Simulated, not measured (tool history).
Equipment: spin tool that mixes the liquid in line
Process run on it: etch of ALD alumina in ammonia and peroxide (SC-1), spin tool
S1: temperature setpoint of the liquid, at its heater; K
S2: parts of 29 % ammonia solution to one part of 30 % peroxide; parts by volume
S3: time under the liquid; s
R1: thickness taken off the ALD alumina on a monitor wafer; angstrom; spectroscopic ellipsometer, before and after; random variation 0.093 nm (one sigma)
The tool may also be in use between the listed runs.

run 1 hour=0 | S1=324.15 S2=0.6 S3=300 | R1=201.31
run 2 hour=2.2 | S1=322.65 S2=0.6 S3=300 | R1=184.5
run 3 hour=10.3 | S1=328.65 S2=0.6 S3=300 | R1=253.71
run 4 hour=14.3 | S1=325.65 S2=0.6 S3=300 | R1=217.84
run 5 hour=19.8 | S1=325.65 S2=0.6 S3=320 | R1=228.97
run 6 hour=27.3 | S1=323.15 S2=0.6 S3=320 | R1=205.02

Predict the results of run 7:
run 7 hour=33.9 | S1=321.15 S2=0.6 S3=320 | R1=?

R1: 180.94 angstrom
